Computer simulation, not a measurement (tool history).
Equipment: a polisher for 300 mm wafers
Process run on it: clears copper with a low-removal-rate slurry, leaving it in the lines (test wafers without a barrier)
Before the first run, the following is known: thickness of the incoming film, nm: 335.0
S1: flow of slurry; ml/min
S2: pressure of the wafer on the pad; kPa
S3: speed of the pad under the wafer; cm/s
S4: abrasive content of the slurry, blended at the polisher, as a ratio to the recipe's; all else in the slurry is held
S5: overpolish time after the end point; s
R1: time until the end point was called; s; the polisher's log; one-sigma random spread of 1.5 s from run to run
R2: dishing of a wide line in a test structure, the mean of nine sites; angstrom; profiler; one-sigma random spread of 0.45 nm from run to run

| run | hour | S1 | S2 | S3 | S4 | S5 | R1 | R2 |
|---|---|---|---|---|---|---|---|---|
| 1 | 0 | 185 | 18.6 | 104 | 1 | 25 | 128.5 | 311.63 |
| 2 | 5.5 | 185 | 18.6 | 104 | 1 | 26 | 128.36 | 317.11 |
| 3 | 9.8 | 185 | 18.6 | 90 | 1 | 26 | 147.93 | 296.52 |
| 4 | 12 | 185 | 18.6 | 90 | 1.1 | 26 | 143.04 | 297.34 |
| 5 | 13.1 | 215 | 18.6 | 90 | 1.1 | 26 | 140.46 | 302.32 |
| 6 | 14.7 | 215 | 19.3 | 90 | 1.1 | 27 | 135.96 | 319.87 |

Expected results for the next run?
| 7 | 20.3 | 215 | 20 | 90 | 1.1 | 28 | ? | ? |

R1: 129.84 s
R2: 332.18 angstrom
